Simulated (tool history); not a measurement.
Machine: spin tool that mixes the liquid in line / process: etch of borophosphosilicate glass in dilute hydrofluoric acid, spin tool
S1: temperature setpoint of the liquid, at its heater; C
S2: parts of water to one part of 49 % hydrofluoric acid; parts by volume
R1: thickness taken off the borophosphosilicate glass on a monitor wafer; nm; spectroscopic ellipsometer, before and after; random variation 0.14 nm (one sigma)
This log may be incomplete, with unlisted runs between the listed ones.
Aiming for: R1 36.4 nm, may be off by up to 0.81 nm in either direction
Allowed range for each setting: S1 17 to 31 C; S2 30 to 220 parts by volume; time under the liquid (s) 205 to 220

Run 1, hour 0: S1 23 C, S2 125 parts by volume, time under the liquid (s) 205. Result: R1 72.151 nm.
Run 2, hour 3.5: S1 21.5 C, S2 135 parts by volume, time under the liquid (s) 205. Result: R1 62.394 nm.
Run 3, hour 12.1: S1 21.5 C, S2 135 parts by volume, time under the liquid (s) 220. Result: R1 66.742 nm.
Run 4, hour 15.4: S1 20.5 C, S2 145 parts by volume, time under the liquid (s) 220. Result: R1 59.529 nm.
Run 5, hour 18: S1 20.5 C, S2 145 parts by volume, time under the liquid (s) 220. Result: R1 59.199 nm.
Run 6, hour 24.7: S1 19.5 C, S2 155 parts by volume, time under the liquid (s) 220. Result: R1 52.639 nm.
Run 7, hour 33.4: S1 19 C, S2 160 parts by volume, time under the liquid (s) 220. Result: R1 49.731 nm.
Run 8, hour 40.9: S1 18.5 C, S2 165 parts by volume, time under the liquid (s) 220. Result: R1 46.673 nm.
Run 9, hour 43.4: S1 18 C, S2 170 parts by volume, time under the liquid (s) 220. Result: R1 44.375 nm.
Run 10, hour 51.9: S1 18 C, S2 175 parts by volume, time under the liquid (s) 220. Result: R1 43.32 nm.
Run 11, hour 55.8: S1 18 C, S2 180 parts by volume, time under the liquid (s) 220. Result: R1 41.47 nm.
Run 12, hour 61.6: S1 18 C, S2 185 parts by volume, time under the liquid (s) 220. Result: R1 40.265 nm.

Next run, 4 choices. One meets every target within its allowed miss, the rest don't. Which?
Run A, hour 67.4: S1 17.5 C, S2 165 parts by volume, time under the liquid (s) 205. Result: R1 ?.
Run B, hour 67.4: S1 17 C, S2 195 parts by volume, time under the liquid (s) 210. Result: R1 ?.
Run C, hour 67.4: S1 17 C, S2 190 parts by volume, time under the liquid (s) 215. Result: R1 ?.
Run D, hour 67.4: S1 17 C, S2 155 parts by volume, time under the liquid (s) 220. Result: R1 ?.

move      R1
   A   41.85
   B  34.563
   C  36.485
   D  47.301
A: moves away from the targets compared with the last run
B: pushes the last run's worst result past its target
C: every result lands within tolerance
D: moves away from the targets compared with the last run
Move C is the one to make.

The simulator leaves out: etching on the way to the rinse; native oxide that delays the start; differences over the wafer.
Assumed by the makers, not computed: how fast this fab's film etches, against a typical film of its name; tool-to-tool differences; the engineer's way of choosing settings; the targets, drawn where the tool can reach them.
